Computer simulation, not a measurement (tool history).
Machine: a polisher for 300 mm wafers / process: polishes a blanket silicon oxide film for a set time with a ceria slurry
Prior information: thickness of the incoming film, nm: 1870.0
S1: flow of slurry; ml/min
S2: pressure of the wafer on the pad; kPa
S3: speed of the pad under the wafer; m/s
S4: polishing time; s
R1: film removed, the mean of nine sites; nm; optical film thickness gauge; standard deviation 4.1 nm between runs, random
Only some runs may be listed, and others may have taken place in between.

| run | hour | S1 | S2 | S3 | S4 | R1 |
|---|---|---|---|---|---|---|
| 1 | 0 | 315 | 16.5 | 1.1 | 67 | 218.29 |
| 2 | 7.5 | 315 | 16.5 | 1.1 | 67 | 229.13 |
| 3 | 14.5 | 315 | 17.2 | 1.1 | 67 | 233.2 |
| 4 | 19.2 | 245 | 17.2 | 1.1 | 67 | 227.32 |
| 5 | 19.9 | 245 | 17.2 | 1.1 | 67 | 229.16 |
|  | 24.1 | head pressure recalibrated |
| 6 | 24.1 | 245 | 17.9 | 1.1 | 67 | 215.18 |
| 7 | 31.1 | 260 | 18.6 | 1.14 | 67 | 232.66 |

Run 8, settings as shown, results not yet in. Your forecast:
| 8 | 34.5 | 260 | 19.3 | 1.2 | 67 | ? |

Run 8 gave R1 243.3 nm.

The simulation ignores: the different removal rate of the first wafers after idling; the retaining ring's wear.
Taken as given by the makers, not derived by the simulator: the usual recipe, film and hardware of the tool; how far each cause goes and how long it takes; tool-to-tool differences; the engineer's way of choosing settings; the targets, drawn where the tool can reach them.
